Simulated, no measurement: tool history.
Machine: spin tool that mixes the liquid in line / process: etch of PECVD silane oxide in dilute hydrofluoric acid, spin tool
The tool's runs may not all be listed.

run,hour,temperature setpoint of the liquid (°C),parts of water to one part of 49 % hydrofluoric acid (parts by volume),time under the liquid (s),thickness taken off the PECVD silane oxide on a monitor wafer (Å)
1,0.0,23.0,135,15,36.491
2,2.2,23.0,135,15,35.729
3,3.0,24.5,135,15,38.905
4,10.2,26.0,135,15,40.839
5,16.2,27.0,135,15,42.215
6,22.3,28.0,135,15,44.088
7,29.7,28.5,135,15,44.908

Run 8 is up next; what results do you expect?
8,30.4,29.0,135,15,?

thickness taken off the PECVD silane oxide on a monitor wafer (Å): 45.620
